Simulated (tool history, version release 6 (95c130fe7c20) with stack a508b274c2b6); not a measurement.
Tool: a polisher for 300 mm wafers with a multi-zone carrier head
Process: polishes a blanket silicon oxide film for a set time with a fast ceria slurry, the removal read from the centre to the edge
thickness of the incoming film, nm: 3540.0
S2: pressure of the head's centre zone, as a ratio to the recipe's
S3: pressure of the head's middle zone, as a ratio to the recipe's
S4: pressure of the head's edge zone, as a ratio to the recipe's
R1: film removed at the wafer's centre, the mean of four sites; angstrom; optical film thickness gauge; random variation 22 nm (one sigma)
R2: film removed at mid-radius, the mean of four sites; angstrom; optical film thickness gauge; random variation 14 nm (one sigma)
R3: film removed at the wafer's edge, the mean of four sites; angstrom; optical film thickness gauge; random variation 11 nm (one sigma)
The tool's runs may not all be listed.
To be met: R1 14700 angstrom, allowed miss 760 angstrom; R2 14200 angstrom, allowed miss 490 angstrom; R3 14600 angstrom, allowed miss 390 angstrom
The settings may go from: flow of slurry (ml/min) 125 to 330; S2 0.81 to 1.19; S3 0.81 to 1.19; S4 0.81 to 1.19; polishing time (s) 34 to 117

{"run": 1, "hour": 0.0, "flow of slurry (ml/min)": 210, "S2": 1.0, "S3": 1.0, "S4": 1.0, "polishing time (s)": 75, "R1": 11445, "R2": 11410, "R3": 11256}
{"run": 2, "hour": 3.7, "flow of slurry (ml/min)": 210, "S2": 1.0, "S3": 0.92, "S4": 1.0, "polishing time (s)": 75, "R1": 11712, "R2": 10479, "R3": 11405}
{"run": 3, "hour": 4.3, "flow of slurry (ml/min)": 260, "S2": 1.0, "S3": 0.92, "S4": 1.0, "polishing time (s)": 75, "R1": 12144, "R2": 10952, "R3": 11615}
{"run": 4, "hour": 8.1, "flow of slurry (ml/min)": 265, "S2": 1.01, "S3": 0.94, "S4": 1.02, "polishing time (s)": 78, "R1": 12539, "R2": 11619, "R3": 12180}
{"run": 5, "hour": 15.3, "flow of slurry (ml/min)": 270, "S2": 1.02, "S3": 0.95, "S4": 1.04, "polishing time (s)": 80, "R1": 13131, "R2": 11991, "R3": 12635}
{"run": 6, "hour": 19.7, "flow of slurry (ml/min)": 270, "S2": 1.07, "S3": 0.95, "S4": 1.04, "polishing time (s)": 80, "R1": 13679, "R2": 11939, "R3": 12539}
{"run": 7, "hour": 23.3, "flow of slurry (ml/min)": 275, "S2": 1.06, "S3": 0.96, "S4": 1.06, "polishing time (s)": 82, "R1": 13651, "R2": 12369, "R3": 13163}
{"run": 8, "hour": 23.9, "flow of slurry (ml/min)": 280, "S2": 1.07, "S3": 0.97, "S4": 1.07, "polishing time (s)": 83, "R1": 13858, "R2": 12662, "R3": 13550}
{"run": 9, "hour": 27.4, "flow of slurry (ml/min)": 285, "S2": 1.08, "S3": 0.98, "S4": 1.07, "polishing time (s)": 84, "R1": 14540, "R2": 12802, "R3": 13521}
{"run": 10, "hour": 28.1, "flow of slurry (ml/min)": 290, "S2": 1.07, "S3": 0.99, "S4": 1.08, "polishing time (s)": 85, "R1": 14591, "R2": 13341, "R3": 13845}
{"run": 11, "hour": 30.1, "flow of slurry (ml/min)": 295, "S2": 1.07, "S3": 1.0, "S4": 1.09, "polishing time (s)": 85, "R1": 14892, "R2": 13277, "R3": 13826}

Which of these 4 next moves meets every target?
{"run": "A", "hour": 32.1, "flow of slurry (ml/min)": 280, "S2": 1.02, "S3": 1.01, "S4": 1.09, "polishing time (s)": 90, "R1": "?", "R2": "?", "R3": "?"}
{"run": "B", "hour": 32.1, "flow of slurry (ml/min)": 330, "S2": 1.14, "S3": 1.09, "S4": 0.91, "polishing time (s)": 85, "R1": "?", "R2": "?", "R3": "?"}
{"run": "C", "hour": 32.1, "flow of slurry (ml/min)": 330, "S2": 1.12, "S3": 1.1, "S4": 0.98, "polishing time (s)": 86, "R1": "?", "R2": "?", "R3": "?"}
{"run": "D", "hour": 32.1, "flow of slurry (ml/min)": 305, "S2": 1.13, "S3": 0.81, "S4": 1.13, "polishing time (s)": 87, "R1": "?", "R2": "?", "R3": "?"}

move=A R1=15025 R2=14138 R3=14667
move=B R1=15943 R2=14481 R3=12846
move=C R1=15881 R2=14766 R3=13456
move=D R1=16026 R2=11475 R3=14578
A: meets every target
B: further off than the last run
C: further off than the last run
D: brings the result that was furthest off to its target, and leaves another outside
Move A is the one to make.
